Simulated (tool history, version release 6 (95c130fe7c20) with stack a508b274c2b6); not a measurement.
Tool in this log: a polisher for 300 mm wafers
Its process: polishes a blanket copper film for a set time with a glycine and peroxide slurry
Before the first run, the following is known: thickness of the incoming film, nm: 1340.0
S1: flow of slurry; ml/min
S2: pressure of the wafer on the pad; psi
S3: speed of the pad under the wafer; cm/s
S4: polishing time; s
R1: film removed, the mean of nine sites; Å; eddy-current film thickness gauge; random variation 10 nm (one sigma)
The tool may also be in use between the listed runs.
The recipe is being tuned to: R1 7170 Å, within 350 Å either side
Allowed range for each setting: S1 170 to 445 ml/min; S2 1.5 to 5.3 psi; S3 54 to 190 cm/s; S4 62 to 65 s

{"run": 1, "hour": 0.0, "S1": 285, "S2": 3.4, "S3": 122, "S4": 62, "R1": 5173.7}
{"run": 2, "hour": 8.5, "S1": 285, "S2": 3.4, "S3": 122, "S4": 62, "R1": 5160.4}
{"run": 3, "hour": 9.3, "S1": 285, "S2": 3.4, "S3": 122, "S4": 65, "R1": 5367}
{"run": 4, "hour": 13.5, "S1": 285, "S2": 3.4, "S3": 122, "S4": 62, "R1": 5101.8}
{"run": 5, "hour": 17.8, "S1": 285, "S2": 2.7, "S3": 122, "S4": 62, "R1": 4195.2}
{"run": 6, "hour": 20.3, "S1": 285, "S2": 3.3, "S3": 124, "S4": 62, "R1": 5129.7}
{"run": 7, "hour": 28.7, "S1": 285, "S2": 3.7, "S3": 126, "S4": 62, "R1": 5681}
{"run": 8, "hour": 32.6, "S1": 285, "S2": 4, "S3": 128, "S4": 62, "R1": 6156.7}
{"run": 9, "hour": 35.5, "S1": 285, "S2": 4.2, "S3": 128, "S4": 62, "R1": 6642.9}
{"run": 10, "hour": 40.3, "S1": 285, "S2": 4.3, "S3": 128, "S4": 62, "R1": 6612.8}

5 next moves are on the table. One of them brings every result within its allowed miss. Which?
{"run": "A", "hour": 45.1, "S1": 295, "S2": 4.2, "S3": 124, "S4": 62, "R1": "?"}
{"run": "B", "hour": 45.1, "S1": 280, "S2": 4.2, "S3": 122, "S4": 62, "R1": "?"}
{"run": "C", "hour": 45.1, "S1": 260, "S2": 4.2, "S3": 120, "S4": 62, "R1": "?"}
{"run": "D", "hour": 45.1, "S1": 295, "S2": 4, "S3": 130, "S4": 63, "R1": "?"}
{"run": "E", "hour": 45.1, "S1": 305, "S2": 4, "S3": 138, "S4": 65, "R1": "?"}

move=A R1=6391.6
move=B R1=6266.9
move=C R1=6126.9
move=D R1=6485.7
move=E R1=7083.4
A: moves away from the targets compared with the last run
B: moves away from the targets compared with the last run
C: moves away from the targets compared with the last run
D: moves away from the targets compared with the last run
E: in spec on every target
Move E is the one to make.
